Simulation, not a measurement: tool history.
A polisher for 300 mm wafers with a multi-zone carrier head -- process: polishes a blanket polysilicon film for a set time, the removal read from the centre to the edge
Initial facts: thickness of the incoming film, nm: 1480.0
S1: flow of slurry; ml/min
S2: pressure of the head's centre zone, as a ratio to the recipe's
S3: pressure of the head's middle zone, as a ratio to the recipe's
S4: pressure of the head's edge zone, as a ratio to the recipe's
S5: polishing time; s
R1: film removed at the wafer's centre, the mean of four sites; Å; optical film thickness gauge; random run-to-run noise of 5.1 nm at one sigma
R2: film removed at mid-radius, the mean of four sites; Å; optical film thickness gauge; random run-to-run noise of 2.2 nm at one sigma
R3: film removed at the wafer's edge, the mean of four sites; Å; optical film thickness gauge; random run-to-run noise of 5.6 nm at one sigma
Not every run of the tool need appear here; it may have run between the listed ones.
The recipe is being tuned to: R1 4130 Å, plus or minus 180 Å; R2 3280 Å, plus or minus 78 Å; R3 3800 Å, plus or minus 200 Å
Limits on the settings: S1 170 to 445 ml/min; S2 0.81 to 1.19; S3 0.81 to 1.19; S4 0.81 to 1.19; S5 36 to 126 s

Run 1, hour 0: S1 285 ml/min, S2 1, S3 1, S4 1, S5 81 s. Result: R1 4785 Å, R2 4674.9 Å, R3 4934.6 Å.
Run 2, hour 8.6: S1 285 ml/min, S2 1, S3 1, S4 1, S5 74 s. Result: R1 4362.5 Å, R2 4283.4 Å, R3 4449.2 Å.
Run 3, hour 17.6: S1 285 ml/min, S2 1.06, S3 1, S4 1, S5 74 s. Result: R1 4663.6 Å, R2 4307 Å, R3 4464.1 Å.
Run 4, hour 18.8: S1 280 ml/min, S2 1.06, S3 0.98, S4 0.99, S5 73 s. Result: R1 4572.1 Å, R2 4169.9 Å, R3 4298.1 Å.
Run 5, hour 22.6: S1 280 ml/min, S2 1.06, S3 1.06, S4 0.99, S5 73 s. Result: R1 4636.2 Å, R2 4443.2 Å, R3 4399.4 Å.
Run 6, hour 24.5: S1 245 ml/min, S2 1.06, S3 1.06, S4 0.99, S5 73 s. Result: R1 4548 Å, R2 4328.3 Å, R3 4314.6 Å.
Run 7, hour 25.6: S1 245 ml/min, S2 1.06, S3 1.06, S4 0.99, S5 73 s. Result: R1 4609.8 Å, R2 4381.3 Å, R3 4331.7 Å.
Run 8, hour 32: S1 240 ml/min, S2 1.06, S3 1.03, S4 0.99, S5 72 s. Result: R1 4475 Å, R2 4181.1 Å, R3 4162.6 Å.
Run 9, hour 37.7: S1 235 ml/min, S2 1.06, S3 1, S4 1, S5 72 s. Result: R1 4448.2 Å, R2 4122.6 Å, R3 4231.3 Å.
Run 10, hour 40.1: S1 235 ml/min, S2 1.07, S3 0.98, S4 1.01, S5 71 s. Result: R1 4418.2 Å, R2 3952.6 Å, R3 4303.2 Å.
Run 11, hour 45.4: S1 230 ml/min, S2 1.07, S3 0.96, S4 1, S5 71 s. Result: R1 4339.6 Å, R2 3907.3 Å, R3 4271.9 Å.
Run 12, hour 54.3: S1 230 ml/min, S2 1.15, S3 0.86, S4 0.94, S5 63 s. Result: R1 4355 Å, R2 3134.6 Å, R3 3698.6 Å.

5 candidate next runs follow, results not yet known. Just one meets every target within its allowed miss. Identify it.
Run A, hour 63.2: S1 255 ml/min, S2 1.18, S3 0.86, S4 0.94, S5 65 s. Result: R1 ?, R2 ?, R3 ?.
Run B, hour 63.2: S1 275 ml/min, S2 1.12, S3 0.84, S4 0.97, S5 70 s. Result: R1 ?, R2 ?, R3 ?.
Run C, hour 63.2: S1 220 ml/min, S2 1.19, S3 0.9, S4 0.91, S5 64 s. Result: R1 ?, R2 ?, R3 ?.
Run D, hour 63.2: S1 170 ml/min, S2 1.12, S3 0.89, S4 0.98, S5 66 s. Result: R1 ?, R2 ?, R3 ?.
Run E, hour 63.2: S1 250 ml/min, S2 1.19, S3 0.85, S4 0.93, S5 65 s. Result: R1 ?, R2 ?, R3 ?.

move      R1      R2      R3
   A  4523.5  3284.7  3794.1
   B  4657.4  3494.9  4153.9
   C  4420.2    3309  3652.1
   D  4150.7  3284.9  3782.3
   E  4552.2    3247  3775.3
A: corrects the largest miss of the last run, while another result sits out of spec
B: the result that was furthest off in the last run now lies on the other side of its target
C: corrects the largest miss of the last run, while another result sits out of spec
D: each result inside its tolerance
E: corrects the largest miss of the last run, while another result sits out of spec
D is the move that brings every result within its allowed miss.
